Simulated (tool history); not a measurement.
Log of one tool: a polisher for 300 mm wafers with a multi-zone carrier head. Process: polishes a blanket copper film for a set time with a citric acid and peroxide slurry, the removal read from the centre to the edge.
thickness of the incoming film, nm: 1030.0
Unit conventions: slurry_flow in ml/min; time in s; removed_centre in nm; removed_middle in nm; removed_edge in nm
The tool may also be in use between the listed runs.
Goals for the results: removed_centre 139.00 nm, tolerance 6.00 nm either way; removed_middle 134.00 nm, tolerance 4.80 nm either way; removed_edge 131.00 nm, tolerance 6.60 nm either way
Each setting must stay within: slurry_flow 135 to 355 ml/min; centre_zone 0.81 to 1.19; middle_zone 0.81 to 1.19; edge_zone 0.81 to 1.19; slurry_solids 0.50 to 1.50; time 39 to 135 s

run,hour,slurry_flow,centre_zone,middle_zone,edge_zone,slurry_solids,time,removed_centre,removed_middle,removed_edge
1,0.0,225,1.00,1.00,1.00,1.00,87,247.77,254.71,247.78
2,8.1,225,1.00,1.00,1.00,1.00,101,291.25,298.17,289.73
3,12.7,220,1.00,0.99,0.98,0.90,90,252.17,252.43,248.01
4,14.7,220,0.99,0.99,0.96,0.80,81,224.15,222.94,211.76
5,18.9,220,0.99,0.99,0.96,0.80,64,173.72,175.40,169.25
6,25.5,220,0.98,0.97,0.94,0.75,62,164.40,167.14,157.82
7,30.2,215,0.97,0.94,0.93,0.70,62,156.82,159.12,159.32
8,32.5,215,0.98,0.94,0.92,0.65,60,150.85,149.44,144.07
9,38.2,215,0.98,0.94,0.92,0.65,60,149.77,150.46,145.15
10,39.7,210,0.98,0.93,0.91,0.65,60,151.98,147.29,149.60
11,48.1,215,0.98,0.93,0.91,0.60,59,145.07,142.24,145.16
12,54.5,215,0.98,0.93,0.89,0.60,59,145.37,146.57,142.62
13,59.1,210,0.99,0.93,0.88,0.60,59,148.46,143.97,137.42
14,66.0,205,0.99,0.92,0.87,0.60,59,145.35,139.96,136.22
15,67.0,200,0.99,0.92,0.87,0.60,59,145.93,140.50,137.52
16,74.3,195,0.99,0.92,0.86,0.60,59,149.84,139.32,135.65
17,79.7,180,0.93,0.91,0.85,0.50,58,125.07,129.83,123.59
18,87.9,185,0.94,0.91,0.85,0.50,58,128.84,128.52,128.00
19,88.9,190,0.95,0.91,0.85,0.50,58,130.13,131.06,126.73

Exercise: of the 4 proposed moves below, exactly one satisfies all targets within the stated allowed misses. Which move is it?
A,89.9,175,0.93,0.94,0.81,0.65,52,?,?,?
B,89.9,180,1.04,0.92,0.83,0.55,54,?,?,?
C,89.9,195,0.96,0.90,0.83,0.50,60,?,?,?
D,89.9,170,1.09,1.10,0.81,0.50,54,?,?,?

move,removed_centre,removed_middle,removed_edge
A,124.18,126.30,120.44
B,139.86,124.69,122.30
C,142.51,135.09,134.44
D,142.05,140.46,117.28
A: misses by more than the last run did
B: brings the last run's worst result on target, with another outside its allowed miss
C: hits every target within its allowed miss
D: brings the last run's worst result on target, with another outside its allowed miss
Go with C: it meets all targets.
